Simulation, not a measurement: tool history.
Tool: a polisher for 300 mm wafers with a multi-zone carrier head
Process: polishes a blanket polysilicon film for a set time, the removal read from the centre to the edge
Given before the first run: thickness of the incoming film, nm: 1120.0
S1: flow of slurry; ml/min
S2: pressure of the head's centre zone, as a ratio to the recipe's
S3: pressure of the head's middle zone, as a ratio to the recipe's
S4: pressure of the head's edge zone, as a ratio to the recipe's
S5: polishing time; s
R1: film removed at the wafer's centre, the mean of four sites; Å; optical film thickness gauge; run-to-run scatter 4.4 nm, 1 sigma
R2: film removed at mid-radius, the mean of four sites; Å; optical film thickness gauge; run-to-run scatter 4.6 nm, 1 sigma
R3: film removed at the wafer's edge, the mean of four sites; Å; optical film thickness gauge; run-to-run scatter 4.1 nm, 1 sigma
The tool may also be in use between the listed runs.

run	hour	S1	S2	S3	S4	S5	R1	R2	R3
1	0	295	1	1	1	43	3405.9	3479	3474.8
2	2.8	295	0.95	1	1	43	3290.9	3483.9	3478.8
3	3.4	295	0.91	1	1	43	3123.2	3414.2	3531.1
4	5.9	300	0.93	0.99	1.02	44	3268.6	3478.3	3695.2
5	6.5	305	0.96	0.99	1.03	44	3424.6	3565.5	3613.8
6	13.3	305	0.97	0.98	1.04	45	3533.3	3674.7	3769
7	14.4	305	0.97	0.98	1.04	45	3501	3557.7	3723.3
8	16.4	310	0.98	0.98	1.05	46	3686.2	3748.9	3836.3
9	21.7	315	0.99	0.97	1.07	46	3723.1	3680.3	3908.9
10	26.3	315	0.99	0.97	1.07	46	3639.4	3644.6	3900.8
11	31.4	320	1	0.97	1.08	46	3773.2	3710.9	3914.5
12	34.5	325	1.01	0.97	1.09	46	3720.3	3719.8	4005

Predict the results of run 13:
13	41.8	330	1.03	0.97	1.1	46	?	?	?

Run 13 gave R1 3866.7 Å, R2 3729.3 Å, R3 4000.5 Å.
